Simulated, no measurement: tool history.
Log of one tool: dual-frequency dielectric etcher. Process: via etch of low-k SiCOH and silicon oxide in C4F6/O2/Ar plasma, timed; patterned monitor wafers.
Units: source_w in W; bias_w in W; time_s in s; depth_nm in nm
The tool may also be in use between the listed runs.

run 1 hour=0 | source_w=370 bias_w=256 time_s=43 | depth_nm=132.03
run 2 hour=2.9 | source_w=370 bias_w=281 time_s=43 | depth_nm=138.48
run 3 hour=6 | source_w=340 bias_w=262 time_s=42.5 | depth_nm=124.88
run 4 hour=7 | source_w=370 bias_w=262 time_s=42.5 | depth_nm=132.1
run 5 hour=15.6 | source_w=340 bias_w=258 time_s=42.5 | depth_nm=124.08
run 6 hour=17.9 | source_w=370 bias_w=258 time_s=42.5 | depth_nm=129.85
run 7 hour=26 | source_w=340 bias_w=254 time_s=42.5 | depth_nm=123.44
run 8 hour=28.9 | source_w=320 bias_w=252 time_s=42.5 | depth_nm=119.14

Forecast run 9:
run 9 hour=35.1 | source_w=310 bias_w=250 time_s=42.5 | depth_nm=?

{"run 9": {"depth_nm": 116.59}}
